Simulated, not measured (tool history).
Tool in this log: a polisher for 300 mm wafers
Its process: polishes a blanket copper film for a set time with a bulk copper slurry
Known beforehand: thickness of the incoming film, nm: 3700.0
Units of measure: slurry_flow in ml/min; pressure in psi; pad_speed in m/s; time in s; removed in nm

run	hour	slurry_flow	pressure	pad_speed	slurry_solids	time	removed
1	0.0	155	3.3	1.06	1.00	35	391.36
2	1.6	155	3.3	1.06	1.00	35	390.48
3	2.7	155	3.9	1.06	1.00	35	455.69
4	7.7	155	3.9	1.06	1.10	35	472.10
5	9.0	155	3.9	1.06	1.30	35	488.90
6	15.3	155	3.6	1.00	1.30	35	424.23
7	19.4	130	2.6	0.70	1.25	35	209.83
8	27.1	130	2.5	0.70	1.25	35	197.97
9	33.7	130	2.5	0.70	1.25	35	204.43
10	35.6	130	2.4	0.70	1.25	35	193.28
11	42.7	130	2.3	0.70	1.25	35	186.68
12	43.2	130	2.2	0.70	1.25	35	181.98
13	51.4	130	2.2	0.70	1.25	35	175.98
14	59.9	115	1.5	0.70	1.25	35	119.77
15	63.9	120	1.5	0.70	1.25	35	121.76

The next listed run, before its measurement:
16	65.8	125	1.5	0.70	1.25	35	?

removed: 122.74 nm
